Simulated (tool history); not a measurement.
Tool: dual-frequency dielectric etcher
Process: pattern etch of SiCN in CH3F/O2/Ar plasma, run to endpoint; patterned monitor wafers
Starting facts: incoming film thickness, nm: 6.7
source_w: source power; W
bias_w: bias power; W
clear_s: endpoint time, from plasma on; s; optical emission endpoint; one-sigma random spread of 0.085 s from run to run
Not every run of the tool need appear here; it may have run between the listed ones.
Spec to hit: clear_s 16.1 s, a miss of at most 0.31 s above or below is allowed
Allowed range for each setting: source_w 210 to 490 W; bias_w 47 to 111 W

run,day,source_w,bias_w,clear_s
1,0,350,79,17.384
2,0.083,390,79,16.579
3,0.454,390,71,17.122
4,0.588,400,71,17.125
5,0.65,340,71,18.328
6,1.008,350,71,17.917
7,1.317,360,72,17.737
8,1.571,360,72,17.784
9,1.738,370,72,17.547

Pick the move, out of 4, that brings all results within their allowed miss; only one does.
A,1.904,340,77,?
B,1.904,380,60,?
C,1.904,390,87,?
D,1.904,350,58,?

move,clear_s
A,17.799
B,18.359
C,16.073
D,19.254
A: moves away from the targets compared with the last run
B: moves away from the targets compared with the last run
C: every result lands within tolerance
D: moves away from the targets compared with the last run
The move that meets every target is C.

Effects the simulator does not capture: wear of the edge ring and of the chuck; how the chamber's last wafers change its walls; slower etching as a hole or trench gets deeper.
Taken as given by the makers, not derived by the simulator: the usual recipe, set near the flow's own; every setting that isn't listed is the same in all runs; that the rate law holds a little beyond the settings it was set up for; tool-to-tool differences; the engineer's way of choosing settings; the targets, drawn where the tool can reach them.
